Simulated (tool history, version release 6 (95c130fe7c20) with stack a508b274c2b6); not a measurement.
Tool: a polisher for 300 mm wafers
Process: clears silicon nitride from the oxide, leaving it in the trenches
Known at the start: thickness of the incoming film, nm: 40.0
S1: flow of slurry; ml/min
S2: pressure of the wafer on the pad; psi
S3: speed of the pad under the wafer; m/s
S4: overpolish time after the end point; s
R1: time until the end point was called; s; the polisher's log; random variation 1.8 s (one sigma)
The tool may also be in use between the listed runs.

run,day,S1,S2,S3,S4,R1
1,0.000,160,1.6,0.98,23,68.781
2,0.183,160,1.6,1.14,23,57.869
3,0.292,155,1.5,1.08,23,66.429
4,0.417,180,1.5,1.08,23,65.037
5,0.746,205,1.5,1.08,23,63.847
6,1.038,205,1.5,1.08,25,63.475
7,1.342,205,1.4,1.02,25,70.965
8,1.412,205,1.3,0.96,25,80.896
9,1.508,205,1.2,0.90,25,94.343

Run 10 comes next. What will it give?
10,1.600,205,1.1,0.88,25,?

R1: 104.980 s
